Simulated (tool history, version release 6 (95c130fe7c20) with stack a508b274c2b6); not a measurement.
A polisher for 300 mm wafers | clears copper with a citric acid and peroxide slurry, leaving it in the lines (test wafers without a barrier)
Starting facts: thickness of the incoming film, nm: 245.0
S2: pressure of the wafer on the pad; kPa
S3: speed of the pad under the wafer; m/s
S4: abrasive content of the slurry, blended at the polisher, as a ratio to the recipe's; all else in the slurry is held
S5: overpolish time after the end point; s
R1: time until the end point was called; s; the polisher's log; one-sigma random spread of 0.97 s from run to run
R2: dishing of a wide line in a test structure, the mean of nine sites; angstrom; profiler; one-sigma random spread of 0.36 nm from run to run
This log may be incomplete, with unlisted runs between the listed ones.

Run 1, hour 0.0: flow of slurry (ml/min) 320, S2 17.9 kPa, S3 1.28 m/s, S4 1.0, S5 9 s. Result: R1 107.190 s, R2 160.230 angstrom.
Run 2, hour 1.3: flow of slurry (ml/min) 285, S2 17.9 kPa, S3 1.28 m/s, S4 1.0, S5 9 s. Result: R1 110.750 s, R2 166.000 angstrom.
Run 3, hour 3.7: flow of slurry (ml/min) 300, S2 18.6 kPa, S3 1.28 m/s, S4 1.0, S5 9 s. Result: R1 103.890 s, R2 163.650 angstrom.
Run 4, hour 6.6: flow of slurry (ml/min) 300, S2 15.2 kPa, S3 1.28 m/s, S4 1.0, S5 9 s. Result: R1 127.060 s, R2 140.860 angstrom.
Run 5, hour 8.6: flow of slurry (ml/min) 300, S2 15.2 kPa, S3 1.28 m/s, S4 1.0, S5 6 s. Result: R1 126.980 s, R2 91.834 angstrom.
Run 6, hour 16.1: flow of slurry (ml/min) 300, S2 15.2 kPa, S3 1.46 m/s, S4 1.0, S5 6 s. Result: R1 113.880 s, R2 107.170 angstrom.
Run 7, hour 16.9: flow of slurry (ml/min) 300, S2 15.9 kPa, S3 1.46 m/s, S4 1.0, S5 6 s. Result: R1 112.360 s, R2 108.750 angstrom.
Run 8, hour 23.1: flow of slurry (ml/min) 300, S2 16.5 kPa, S3 1.46 m/s, S4 1.0, S5 6 s. Result: R1 105.680 s, R2 118.930 angstrom.
Run 9, hour 27.0: flow of slurry (ml/min) 305, S2 17.2 kPa, S3 1.46 m/s, S4 1.0, S5 6 s. Result: R1 102.810 s, R2 119.700 angstrom.
Run 10, hour 30.8: flow of slurry (ml/min) 305, S2 17.9 kPa, S3 1.46 m/s, S4 1.0, S5 6 s. Result: R1 98.511 s, R2 124.390 angstrom.

Forecast run 11:
Run 11, hour 35.4: flow of slurry (ml/min) 310, S2 19.3 kPa, S3 1.46 m/s, S4 1.0, S5 7 s. Result: R1 ?, R2 ?.

Run 11 measured R1 94.838 s, R2 150.690 angstrom.
